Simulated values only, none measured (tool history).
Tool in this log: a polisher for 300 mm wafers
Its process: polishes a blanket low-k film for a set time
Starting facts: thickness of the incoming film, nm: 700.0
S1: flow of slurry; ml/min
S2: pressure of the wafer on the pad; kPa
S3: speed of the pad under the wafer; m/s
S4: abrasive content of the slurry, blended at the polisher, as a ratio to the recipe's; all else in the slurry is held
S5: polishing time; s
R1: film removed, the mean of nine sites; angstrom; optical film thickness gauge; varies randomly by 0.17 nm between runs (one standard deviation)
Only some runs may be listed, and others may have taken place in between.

run 1 day=0.000 | S1=175 S2=8.3 S3=0.90 S4=1.0 S5=28 | R1=74.609
run 2 day=0.142 | S1=175 S2=7.6 S3=0.90 S4=1.0 S5=28 | R1=69.892
run 3 day=0.350 | S1=175 S2=8.3 S3=0.90 S4=1.0 S5=28 | R1=75.582
run 4 day=0.475 | S1=175 S2=9.7 S3=0.92 S4=1.0 S5=28 | R1=83.031
run 5 day=0.596 | S1=175 S2=11.7 S3=0.92 S4=1.0 S5=28 | R1=92.780
run 6 day=0.771 | S1=175 S2=11.7 S3=0.98 S4=1.0 S5=28 | R1=95.371
run 7 day=1.058 | S1=175 S2=11.7 S3=1.06 S4=1.0 S5=28 | R1=104.100
run 8 day=1.162 | S1=175 S2=11.7 S3=1.10 S4=1.0 S5=28 | R1=105.010
run 9 day=1.371 | S1=175 S2=11.7 S3=1.14 S4=1.0 S5=28 | R1=111.380

Run 10 is up next; what results do you expect?
run 10 day=1.496 | S1=180 S2=12.4 S3=1.14 S4=1.0 S5=28 | R1=?

R1: 114.300 angstrom
